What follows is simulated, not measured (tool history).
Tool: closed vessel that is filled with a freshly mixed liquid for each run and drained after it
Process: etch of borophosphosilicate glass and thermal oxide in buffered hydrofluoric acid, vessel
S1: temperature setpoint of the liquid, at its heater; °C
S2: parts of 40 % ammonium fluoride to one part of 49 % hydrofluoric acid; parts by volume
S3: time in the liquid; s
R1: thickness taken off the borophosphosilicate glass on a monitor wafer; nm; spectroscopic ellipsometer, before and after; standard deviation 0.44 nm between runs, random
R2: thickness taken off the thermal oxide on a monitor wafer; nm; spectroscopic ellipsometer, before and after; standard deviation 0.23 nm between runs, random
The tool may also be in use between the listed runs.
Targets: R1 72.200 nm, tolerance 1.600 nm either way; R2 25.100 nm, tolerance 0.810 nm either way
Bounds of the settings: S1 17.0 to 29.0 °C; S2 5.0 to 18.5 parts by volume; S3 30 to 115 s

Run 1, hour 0.0: S1 21.0 °C, S2 11.5 parts by volume, S3 60 s. Result: R1 129.440 nm, R2 44.213 nm.
Run 2, hour 0.6: S1 21.0 °C, S2 10.5 parts by volume, S3 60 s. Result: R1 139.070 nm, R2 47.816 nm.
Run 3, hour 8.5: S1 21.0 °C, S2 7.5 parts by volume, S3 60 s. Result: R1 192.540 nm, R2 65.795 nm.
Run 4, hour 15.5: S1 21.0 °C, S2 6.0 parts by volume, S3 60 s. Result: R1 237.440 nm, R2 82.187 nm.
Run 5, hour 23.3: S1 21.0 °C, S2 6.0 parts by volume, S3 85 s. Result: R1 338.450 nm, R2 115.780 nm.
Run 6, hour 29.7: S1 24.0 °C, S2 6.0 parts by volume, S3 85 s. Result: R1 397.630 nm, R2 135.090 nm.
Run 7, hour 36.9: S1 21.5 °C, S2 10.0 parts by volume, S3 85 s. Result: R1 212.460 nm, R2 75.644 nm.
Run 8, hour 45.2: S1 20.5 °C, S2 12.5 parts by volume, S3 80 s. Result: R1 151.480 nm, R2 52.992 nm.
Run 9, hour 53.2: S1 19.5 °C, S2 14.5 parts by volume, S3 80 s. Result: R1 124.480 nm, R2 44.143 nm.
Run 10, hour 58.7: S1 17.0 °C, S2 18.0 parts by volume, S3 70 s. Result: R1 76.480 nm, R2 26.354 nm.
Run 11, hour 66.3: S1 17.0 °C, S2 18.5 parts by volume, S3 70 s. Result: R1 75.112 nm, R2 26.315 nm.
Run 12, hour 71.0: S1 17.0 °C, S2 18.5 parts by volume, S3 65 s. Result: R1 69.730 nm, R2 24.463 nm.

4 next moves are on the table. One of them brings every result within its allowed miss. Which?
Run A, hour 75.7: S1 17.0 °C, S2 17.0 parts by volume, S3 60 s. Result: R1 ?, R2 ?.
Run B, hour 75.7: S1 19.0 °C, S2 18.5 parts by volume, S3 60 s. Result: R1 ?, R2 ?.
Run C, hour 75.7: S1 23.5 °C, S2 18.5 parts by volume, S3 45 s. Result: R1 ?, R2 ?.
Run D, hour 75.7: S1 23.0 °C, S2 18.5 parts by volume, S3 45 s. Result: R1 ?, R2 ?.

move      R1      R2
   A  69.115  23.922
   B  71.113  24.656
   C  68.338  23.757
   D  66.504  23.113
A: further off than the last run
B: every result lands within tolerance
C: further off than the last run
D: further off than the last run
B is the move that brings every result within its allowed miss.

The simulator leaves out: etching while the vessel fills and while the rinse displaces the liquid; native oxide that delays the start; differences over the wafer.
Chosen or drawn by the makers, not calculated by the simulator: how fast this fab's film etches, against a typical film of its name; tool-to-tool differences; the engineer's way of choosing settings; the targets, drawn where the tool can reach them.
